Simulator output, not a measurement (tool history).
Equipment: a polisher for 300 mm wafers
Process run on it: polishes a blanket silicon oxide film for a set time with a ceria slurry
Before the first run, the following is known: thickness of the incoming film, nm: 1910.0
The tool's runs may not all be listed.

| run | hour | flow of slurry (ml/min) | pressure of the wafer on the pad (psi) | speed of the pad under the wafer (m/s) | polishing time (s) | film removed (angstrom) |
|---|---|---|---|---|---|---|
| 1 | 0.0 | 320 | 3.5 | 1.22 | 24 | 1317.30 |
| 2 | 5.3 | 320 | 3.5 | 1.22 | 21 | 1144.90 |
| 3 | 14.3 | 320 | 3.2 | 1.20 | 21 | 1024.00 |
| 4 | 16.6 | 370 | 3.2 | 1.20 | 21 | 1045.00 |
| 5 | 19.5 | 370 | 2.8 | 1.20 | 21 | 927.15 |
| 6 | 26.5 | 370 | 2.6 | 1.20 | 21 | 869.26 |
| 7 | 32.1 | 370 | 2.5 | 1.20 | 21 | 846.54 |
| 8 | 39.6 | 365 | 1.6 | 1.10 | 21 | 535.18 |
| 9 | 48.1 | 375 | 1.6 | 1.10 | 21 | 529.87 |
| 10 | 52.8 | 380 | 1.6 | 1.10 | 21 | 536.71 |
| 11 | 53.7 | 385 | 1.6 | 1.10 | 21 | 532.60 |
| 12 | 56.9 | 385 | 1.7 | 1.10 | 21 | 556.18 |

What will run 13 give?
| 13 | 64.7 | 385 | 1.7 | 1.10 | 21 | ? |

Run 13 measured film removed (angstrom) 562.99.
